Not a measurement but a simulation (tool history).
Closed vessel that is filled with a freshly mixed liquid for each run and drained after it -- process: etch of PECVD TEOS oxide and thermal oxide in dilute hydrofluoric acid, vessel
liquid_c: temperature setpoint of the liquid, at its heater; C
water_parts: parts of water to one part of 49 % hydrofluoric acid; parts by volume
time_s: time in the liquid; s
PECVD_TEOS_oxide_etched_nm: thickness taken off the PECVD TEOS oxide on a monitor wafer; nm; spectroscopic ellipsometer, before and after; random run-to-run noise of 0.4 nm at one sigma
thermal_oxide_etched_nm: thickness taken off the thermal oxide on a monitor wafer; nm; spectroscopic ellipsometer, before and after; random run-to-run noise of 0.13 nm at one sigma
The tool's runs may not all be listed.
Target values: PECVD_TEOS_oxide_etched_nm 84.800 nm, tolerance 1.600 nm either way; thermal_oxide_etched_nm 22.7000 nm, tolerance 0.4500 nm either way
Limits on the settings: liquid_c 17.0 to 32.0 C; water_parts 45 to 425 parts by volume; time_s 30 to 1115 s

run	hour	liquid_c	water_parts	time_s	PECVD_TEOS_oxide_etched_nm	thermal_oxide_etched_nm
1	0.0	24.0	235	570	33.983	9.1084
2	7.2	25.0	220	570	38.258	10.2470
3	13.9	22.0	220	570	34.105	9.1598
4	16.8	23.0	210	570	37.479	9.9822
5	22.7	23.0	160	570	52.086	13.9770
6	26.2	23.0	160	730	66.678	17.9220
7	34.3	23.5	160	730	68.632	18.2490
8	36.0	24.0	160	730	68.729	18.4480
9	44.5	24.5	160	730	70.753	19.0870
10	51.8	28.5	160	730	82.093	22.0380

4 next moves are on the table. One of them brings every result within its allowed miss. Which?
A	59.1	25.0	180	915	?	?
B	59.1	32.0	230	960	?	?
C	59.1	29.0	165	765	?	?
D	59.1	27.0	175	835	?	?

move	PECVD_TEOS_oxide_etched_nm	thermal_oxide_etched_nm
A	77.574	21.0260
B	77.221	20.9300
C	83.493	22.6300
D	78.901	21.3850
A: misses by more than the last run did
B: misses by more than the last run did
C: every result lands within tolerance
D: misses by more than the last run did
Move C is the one to make.

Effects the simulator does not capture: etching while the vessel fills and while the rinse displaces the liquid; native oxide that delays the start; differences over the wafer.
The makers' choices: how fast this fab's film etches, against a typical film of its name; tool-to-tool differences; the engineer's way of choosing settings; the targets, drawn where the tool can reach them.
